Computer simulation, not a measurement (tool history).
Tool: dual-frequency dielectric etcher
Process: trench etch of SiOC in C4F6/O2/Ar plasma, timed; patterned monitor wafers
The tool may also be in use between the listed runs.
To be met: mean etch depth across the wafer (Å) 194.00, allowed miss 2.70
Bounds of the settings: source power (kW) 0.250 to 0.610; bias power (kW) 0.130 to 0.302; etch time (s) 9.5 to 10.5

run  hour  source power (kW)  bias power (kW)  etch time (s)  mean etch depth across the wafer (Å)
  1   0.0              0.430            0.216           10.5                                239.10
  2   3.4              0.490            0.216           10.5                                253.56
  3   7.1              0.490            0.216           10.5                                254.72
  4  14.5              0.520            0.216           10.5                                260.75
  5  22.9              0.480            0.210           10.5                                248.14
  6  31.1              0.480            0.245           10.5                                261.10
  7  34.7              0.480            0.245           10.5                                262.06
  8  41.5              0.390            0.202           10.5                                223.06
  9  49.3              0.370            0.201           10.5                                215.53
 10  51.3              0.360            0.200           10.5                                212.35
 11  54.7              0.350            0.200           10.5                                211.23
 12  56.6              0.340            0.200           10.5                                207.92
 13  61.0              0.330            0.200           10.5                                204.92
 14  61.9              0.320            0.200           10.5                                203.45
 15  67.2              0.310            0.200           10.5                                199.09

4 next moves are on the table. One of them brings every result within its allowed miss. Which?
  A  72.5              0.360            0.223            9.5                                     ?
  B  72.5              0.280            0.217           10.5                                     ?
  C  72.5              0.370            0.219            9.5                                     ?
  D  72.5              0.330            0.220           10.0                                     ?

move  mean etch depth across the wafer (Å)
   A                                201.55
   B                                194.70
   C                                202.98
   D                                202.41
A: further off than the last run
B: meets every target
C: further off than the last run
D: further off than the last run
The right move is B.
